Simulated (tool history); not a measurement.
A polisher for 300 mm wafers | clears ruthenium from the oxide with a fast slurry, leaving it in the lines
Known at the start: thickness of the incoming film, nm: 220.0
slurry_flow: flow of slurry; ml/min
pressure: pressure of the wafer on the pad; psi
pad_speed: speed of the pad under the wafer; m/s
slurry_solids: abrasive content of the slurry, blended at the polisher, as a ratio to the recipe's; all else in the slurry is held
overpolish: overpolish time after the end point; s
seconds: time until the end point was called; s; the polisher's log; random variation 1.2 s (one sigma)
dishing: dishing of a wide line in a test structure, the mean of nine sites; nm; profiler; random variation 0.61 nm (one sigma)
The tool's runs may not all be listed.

run	hour	slurry_flow	pressure	pad_speed	slurry_solids	overpolish	seconds	dishing
1	0	155	2.2	1	1	13	65.263	35.737
2	8.6	155	2.2	1.22	1	13	52.552	44.346
3	11.6	155	2.2	1.44	1	13	47.011	48.29
4	14.1	155	2	1.44	1	12	50.934	44.604
5	20.8	155	2	1.44	0.9	12	52.143	40.547
6	27.1	155	1.9	1.42	0.85	11	58.591	34.843
7	32.5	155	1.9	1.42	0.85	11	60.281	34.354

Forecast run 8:
8	36.8	155	1.9	1.42	0.85	10	?	?

{"run 8": {"seconds": 58.47, "dishing": 32.126}}

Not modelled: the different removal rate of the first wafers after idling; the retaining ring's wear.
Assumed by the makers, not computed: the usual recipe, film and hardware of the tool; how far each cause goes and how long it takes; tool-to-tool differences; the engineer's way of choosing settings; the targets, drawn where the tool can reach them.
